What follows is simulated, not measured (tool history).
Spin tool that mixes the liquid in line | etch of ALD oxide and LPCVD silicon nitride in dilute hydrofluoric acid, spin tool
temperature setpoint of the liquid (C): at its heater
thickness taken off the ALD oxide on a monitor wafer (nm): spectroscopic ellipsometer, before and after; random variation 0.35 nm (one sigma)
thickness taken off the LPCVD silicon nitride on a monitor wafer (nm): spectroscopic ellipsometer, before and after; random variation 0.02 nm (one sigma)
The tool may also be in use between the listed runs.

| run | hour | temperature setpoint of the liquid (C) | parts of water to one part of 49 % hydrofluoric acid (parts by volume) | time under the liquid (s) | thickness taken off the ALD oxide on a monitor wafer (nm) | thickness taken off the LPCVD silicon nitride on a monitor wafer (nm) |
|---|---|---|---|---|---|---|
| 1 | 0.0 | 24.0 | 85 | 135 | 43.274 | 0.72759 |
| 2 | 8.5 | 24.0 | 90 | 135 | 41.203 | 0.74485 |
| 3 | 13.3 | 24.0 | 90 | 180 | 54.868 | 0.96670 |
| 4 | 19.3 | 24.0 | 90 | 225 | 68.261 | 1.20950 |
| 5 | 27.8 | 23.0 | 100 | 225 | 57.697 | 1.08290 |
| 6 | 30.0 | 19.5 | 100 | 225 | 49.870 | 0.83381 |
| 7 | 38.8 | 19.5 | 105 | 225 | 46.850 | 0.80314 |
| 8 | 41.1 | 19.0 | 110 | 225 | 43.902 | 0.73216 |

The next listed run, before its measurement:
| 9 | 45.3 | 19.0 | 115 | 225 | ? | ? |

Run 9 gave thickness taken off the ALD oxide on a monitor wafer (nm) 41.579, thickness taken off the LPCVD silicon nitride on a monitor wafer (nm) 0.68819.

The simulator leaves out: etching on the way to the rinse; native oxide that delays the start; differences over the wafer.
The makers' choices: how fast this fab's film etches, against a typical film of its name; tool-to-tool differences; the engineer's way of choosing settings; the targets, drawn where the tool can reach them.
